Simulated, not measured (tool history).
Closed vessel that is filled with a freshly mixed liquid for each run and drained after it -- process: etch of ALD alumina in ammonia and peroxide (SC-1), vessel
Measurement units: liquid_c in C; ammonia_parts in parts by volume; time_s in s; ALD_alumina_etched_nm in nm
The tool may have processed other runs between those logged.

run 1 hour=0.0 | liquid_c=53.0 ammonia_parts=0.40 time_s=1420 | ALD_alumina_etched_nm=58.139
run 2 hour=1.1 | liquid_c=51.5 ammonia_parts=0.40 time_s=1420 | ALD_alumina_etched_nm=53.236
run 3 hour=7.2 | liquid_c=51.5 ammonia_parts=0.35 time_s=1420 | ALD_alumina_etched_nm=53.207
run 4 hour=10.1 | liquid_c=56.5 ammonia_parts=0.35 time_s=1420 | ALD_alumina_etched_nm=69.438
run 5 hour=15.8 | liquid_c=54.5 ammonia_parts=0.35 time_s=1420 | ALD_alumina_etched_nm=62.113
run 6 hour=23.4 | liquid_c=54.5 ammonia_parts=0.35 time_s=1420 | ALD_alumina_etched_nm=61.763
run 7 hour=31.0 | liquid_c=52.5 ammonia_parts=0.35 time_s=1420 | ALD_alumina_etched_nm=56.014
run 8 hour=35.1 | liquid_c=51.0 ammonia_parts=0.35 time_s=1420 | ALD_alumina_etched_nm=51.148
run 9 hour=40.6 | liquid_c=49.5 ammonia_parts=0.35 time_s=1420 | ALD_alumina_etched_nm=47.275
run 10 hour=46.8 | liquid_c=48.5 ammonia_parts=0.35 time_s=1420 | ALD_alumina_etched_nm=44.849
run 11 hour=53.5 | liquid_c=47.5 ammonia_parts=0.35 time_s=1420 | ALD_alumina_etched_nm=42.058

Forecast run 12:
run 12 hour=58.7 | liquid_c=47.0 ammonia_parts=0.35 time_s=1420 | ALD_alumina_etched_nm=?

Run 12 gave ALD_alumina_etched_nm 41.359 nm.

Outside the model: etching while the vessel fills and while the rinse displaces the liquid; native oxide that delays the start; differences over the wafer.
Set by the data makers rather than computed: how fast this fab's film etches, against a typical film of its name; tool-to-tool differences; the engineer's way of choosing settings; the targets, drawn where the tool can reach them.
